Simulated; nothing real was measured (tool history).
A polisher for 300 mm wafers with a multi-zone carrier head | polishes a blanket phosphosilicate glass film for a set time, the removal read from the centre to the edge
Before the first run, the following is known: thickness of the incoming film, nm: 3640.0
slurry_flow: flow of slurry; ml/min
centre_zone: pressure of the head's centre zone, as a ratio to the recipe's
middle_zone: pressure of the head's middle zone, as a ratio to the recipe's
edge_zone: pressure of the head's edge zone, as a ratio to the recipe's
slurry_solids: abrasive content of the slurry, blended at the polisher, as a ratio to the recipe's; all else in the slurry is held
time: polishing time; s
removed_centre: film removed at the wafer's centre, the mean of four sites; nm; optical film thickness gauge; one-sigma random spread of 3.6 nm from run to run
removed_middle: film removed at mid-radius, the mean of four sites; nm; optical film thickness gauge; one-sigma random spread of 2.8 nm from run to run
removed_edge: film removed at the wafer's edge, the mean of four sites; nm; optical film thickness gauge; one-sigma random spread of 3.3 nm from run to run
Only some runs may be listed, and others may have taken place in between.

run	day	slurry_flow	centre_zone	middle_zone	edge_zone	slurry_solids	time	removed_centre	removed_middle	removed_edge
1	0	265	1	1	1	1	74	505.81	526.81	516.12
2	0.146	265	1	1	1	1.1	74	525.46	545.39	531.65
3	0.488	265	0.99	1.01	0.98	1.05	73	511.98	533.05	504.83
4	0.733	265	0.99	1.01	0.98	1.05	84	590.3	618.75	593.96
5	0.921	265	0.97	1.01	0.96	1	82	544.9	579.81	552.9
6	1.129	265	0.96	1.02	0.95	0.95	81	518.64	566.66	538.29
7	1.275	265	0.96	1.03	0.94	0.9	79	491.94	545.35	511.45
8	1.633	265	0.96	1.03	0.94	0.9	79	494.17	543.75	504.16
9	1.796	265	0.95	1.03	0.93	0.85	78	458.25	515.53	477.07
10	1.825	270	0.95	1.03	0.92	0.8	77	440.8	494.13	461.45
11	1.883	230	0.94	1.1	0.82	0.55	68	300.34	359.79	294.84
12	2.204	245	0.94	1.1	0.83	0.55	68	300.3	356.46	301.57
13	2.496	250	0.94	1.11	0.84	0.55	68	302.89	362.15	304.15

Run 14 is up next; what results do you expect?
14	2.854	260	0.94	1.12	0.85	0.55	68	?	?	?

Run 14 measured removed_centre 298.72 nm, removed_middle 367.3 nm, removed_edge 306.79 nm.
